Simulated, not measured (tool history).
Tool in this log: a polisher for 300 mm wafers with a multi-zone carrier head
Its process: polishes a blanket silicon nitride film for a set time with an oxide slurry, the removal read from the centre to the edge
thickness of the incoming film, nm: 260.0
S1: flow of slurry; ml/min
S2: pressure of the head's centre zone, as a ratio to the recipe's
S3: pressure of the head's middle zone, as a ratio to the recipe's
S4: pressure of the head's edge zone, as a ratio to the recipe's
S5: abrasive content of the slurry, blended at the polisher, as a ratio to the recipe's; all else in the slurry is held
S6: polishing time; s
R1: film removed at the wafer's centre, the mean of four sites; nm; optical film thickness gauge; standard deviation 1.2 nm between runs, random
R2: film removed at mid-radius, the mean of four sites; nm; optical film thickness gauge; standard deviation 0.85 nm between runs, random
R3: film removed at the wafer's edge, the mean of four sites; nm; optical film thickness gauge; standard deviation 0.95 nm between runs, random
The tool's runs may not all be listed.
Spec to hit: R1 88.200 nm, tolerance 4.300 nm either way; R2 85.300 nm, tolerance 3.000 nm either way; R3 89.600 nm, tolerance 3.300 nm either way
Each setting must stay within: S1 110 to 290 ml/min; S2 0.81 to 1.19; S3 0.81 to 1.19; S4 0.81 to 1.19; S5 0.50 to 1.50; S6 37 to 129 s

{"run": 1, "day": 0.0, "S1": 185, "S2": 1.0, "S3": 1.0, "S4": 1.0, "S5": 1.0, "S6": 83, "R1": 63.445, "R2": 63.015, "R3": 60.681}
{"run": 2, "day": 0.308, "S1": 140, "S2": 1.0, "S3": 1.0, "S4": 1.0, "S5": 1.0, "S6": 83, "R1": 61.184, "R2": 60.573, "R3": 58.001}
{"run": 3, "day": 0.521, "S1": 140, "S2": 1.0, "S3": 1.0, "S4": 0.93, "S5": 1.0, "S6": 83, "R1": 61.2, "R2": 61.026, "R3": 56.155}
{"run": 4, "day": 0.592, "S1": 140, "S2": 1.0, "S3": 1.06, "S4": 0.93, "S5": 1.0, "S6": 83, "R1": 60.112, "R2": 64.063, "R3": 55.719}
{"run": 5, "day": 0.729, "S1": 155, "S2": 1.0, "S3": 1.05, "S4": 0.97, "S5": 1.1, "S6": 84, "R1": 65.74, "R2": 68.568, "R3": 61.305}
{"run": 6, "day": 0.871, "S1": 165, "S2": 1.0, "S3": 1.04, "S4": 1.01, "S5": 1.15, "S6": 84, "R1": 66.004, "R2": 68.132, "R3": 64.137}
{"run": 7, "day": 1.038, "S1": 175, "S2": 1.01, "S3": 1.04, "S4": 1.03, "S5": 1.2, "S6": 85, "R1": 70.197, "R2": 72.063, "R3": 65.77}
{"run": 8, "day": 1.225, "S1": 185, "S2": 1.0, "S3": 1.02, "S4": 1.05, "S5": 1.25, "S6": 86, "R1": 72.076, "R2": 72.198, "R3": 68.689}
{"day": 1.321, "done": "edge zone pressure recalibrated"}
{"run": 9, "day": 1.321, "S1": 190, "S2": 1.0, "S3": 1.01, "S4": 1.07, "S5": 1.3, "S6": 88, "R1": 74.34, "R2": 77.068, "R3": 75.29}

Which one of the following 5 next-run settings gets every result inside its allowed miss? There is exactly one.
{"run": "A", "day": 1.417, "S1": 180, "S2": 0.85, "S3": 1.19, "S4": 0.95, "S5": 1.35, "S6": 81, "R1": "?", "R2": "?", "R3": "?"}
{"run": "B", "day": 1.417, "S1": 190, "S2": 0.97, "S3": 0.93, "S4": 1.0, "S5": 1.3, "S6": 106, "R1": "?", "R2": "?", "R3": "?"}
{"run": "C", "day": 1.417, "S1": 215, "S2": 0.96, "S3": 0.94, "S4": 1.09, "S5": 1.3, "S6": 80, "R1": "?", "R2": "?", "R3": "?"}
{"run": "D", "day": 1.417, "S1": 240, "S2": 1.14, "S3": 1.19, "S4": 1.05, "S5": 1.15, "S6": 83, "R1": "?", "R2": "?", "R3": "?"}
{"run": "E", "day": 1.417, "S1": 200, "S2": 1.17, "S3": 1.19, "S4": 0.92, "S5": 1.35, "S6": 81, "R1": "?", "R2": "?", "R3": "?"}

move=A R1=59.126 R2=80.915 R3=66.164
move=B R1=87.554 R2=85.516 R3=88.101
move=C R1=66.395 R2=65.991 R3=70.030
move=D R1=79.019 R2=80.030 R3=68.198
move=E R1=82.679 R2=81.753 R3=65.774
A: misses by more than the last run did
B: every result lands within tolerance
C: misses by more than the last run did
D: misses by more than the last run did
E: misses by more than the last run did
Move B is the one to make.
